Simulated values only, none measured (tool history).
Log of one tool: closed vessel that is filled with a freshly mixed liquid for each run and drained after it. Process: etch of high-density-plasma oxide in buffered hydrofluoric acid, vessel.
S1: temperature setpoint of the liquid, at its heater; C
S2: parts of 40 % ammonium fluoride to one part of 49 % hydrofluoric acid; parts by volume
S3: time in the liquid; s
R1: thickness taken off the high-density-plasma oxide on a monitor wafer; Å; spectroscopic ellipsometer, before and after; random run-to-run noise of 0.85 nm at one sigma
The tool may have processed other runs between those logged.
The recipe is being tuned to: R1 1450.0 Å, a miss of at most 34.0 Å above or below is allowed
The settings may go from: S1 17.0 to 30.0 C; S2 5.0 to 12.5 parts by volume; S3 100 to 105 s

| run | day | S1 | S2 | S3 | R1 |
|---|---|---|---|---|---|
| 1 | 0.000 | 22.0 | 7.5 | 100 | 1596.6 |
| 2 | 0.079 | 24.5 | 7.5 | 100 | 1831.7 |
| 3 | 0.383 | 26.0 | 7.5 | 100 | 1982.5 |
| 4 | 0.712 | 25.0 | 7.5 | 100 | 1877.1 |
| 5 | 0.846 | 22.5 | 7.5 | 100 | 1634.8 |
| 6 | 1.188 | 22.5 | 6.5 | 100 | 1882.7 |
| 7 | 1.542 | 21.5 | 6.5 | 100 | 1767.6 |
| 8 | 1.808 | 21.0 | 6.5 | 100 | 1708.4 |
| 9 | 1.921 | 20.5 | 6.5 | 100 | 1677.7 |
| 10 | 2.150 | 20.0 | 6.5 | 100 | 1622.9 |
| 11 | 2.350 | 19.5 | 6.5 | 100 | 1588.3 |
| 12 | 2.546 | 19.0 | 6.5 | 100 | 1545.0 |
| 13 | 2.733 | 18.5 | 6.5 | 100 | 1511.8 |
| 14 | 3.008 | 18.5 | 6.5 | 100 | 1502.7 |

Below are 4 possible settings for the next run. Only one of them brings all results inside the allowed miss of their targets. Which is it?
| A | 3.283 | 18.0 | 6.5 | 100 | ? |
| B | 3.283 | 17.5 | 6.0 | 100 | ? |
| C | 3.283 | 19.0 | 6.5 | 100 | ? |
| D | 3.283 | 17.0 | 6.5 | 100 | ? |

| move | R1 |
|---|---|
| A | 1454.8 |
| B | 1515.7 |
| C | 1539.3 |
| D | 1374.4 |
A: in spec on every target
B: its largest miss is bigger than the last run's
C: its largest miss is bigger than the last run's
D: moves the result that the last run missed by most past its target, out the other side
Go with A: it meets all targets.
